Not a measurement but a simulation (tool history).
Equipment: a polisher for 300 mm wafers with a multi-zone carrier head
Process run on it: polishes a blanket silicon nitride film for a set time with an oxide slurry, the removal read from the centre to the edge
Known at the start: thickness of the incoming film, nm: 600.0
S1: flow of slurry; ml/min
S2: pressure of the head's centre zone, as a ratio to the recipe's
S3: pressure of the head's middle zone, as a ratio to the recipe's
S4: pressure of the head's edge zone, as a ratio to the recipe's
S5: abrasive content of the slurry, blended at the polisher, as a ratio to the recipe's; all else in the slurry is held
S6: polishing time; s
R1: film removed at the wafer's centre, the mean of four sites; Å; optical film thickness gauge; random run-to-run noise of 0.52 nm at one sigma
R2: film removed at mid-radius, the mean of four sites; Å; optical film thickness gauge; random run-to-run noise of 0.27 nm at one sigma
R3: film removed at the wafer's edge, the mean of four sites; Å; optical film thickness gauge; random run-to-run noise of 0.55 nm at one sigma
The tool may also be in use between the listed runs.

| run | hour | S1 | S2 | S3 | S4 | S5 | S6 | R1 | R2 | R3 |
|---|---|---|---|---|---|---|---|---|---|---|
| 1 | 0.0 | 205 | 1.00 | 1.00 | 1.00 | 1.00 | 62 | 515.86 | 501.43 | 509.04 |
| 2 | 1.6 | 205 | 1.06 | 1.00 | 1.00 | 1.00 | 62 | 537.68 | 502.04 | 501.90 |
| 3 | 5.3 | 230 | 1.06 | 1.00 | 1.00 | 1.00 | 62 | 548.43 | 501.13 | 502.60 |
| 4 | 8.2 | 210 | 0.97 | 0.95 | 1.05 | 0.90 | 62 | 473.01 | 455.80 | 497.62 |
| 5 | 12.2 | 210 | 0.97 | 0.95 | 1.05 | 0.90 | 54 | 403.64 | 399.76 | 436.53 |
| 6 | 20.6 | 210 | 1.02 | 0.95 | 1.05 | 0.90 | 54 | 426.31 | 396.74 | 427.65 |

The next listed run, before its measurement:
| 7 | 22.3 | 205 | 0.96 | 0.92 | 1.09 | 0.95 | 54 | ? | ? | ? |

Run 7 yielded R1 412.15 Å, R2 395.28 Å, R3 456.64 Å.

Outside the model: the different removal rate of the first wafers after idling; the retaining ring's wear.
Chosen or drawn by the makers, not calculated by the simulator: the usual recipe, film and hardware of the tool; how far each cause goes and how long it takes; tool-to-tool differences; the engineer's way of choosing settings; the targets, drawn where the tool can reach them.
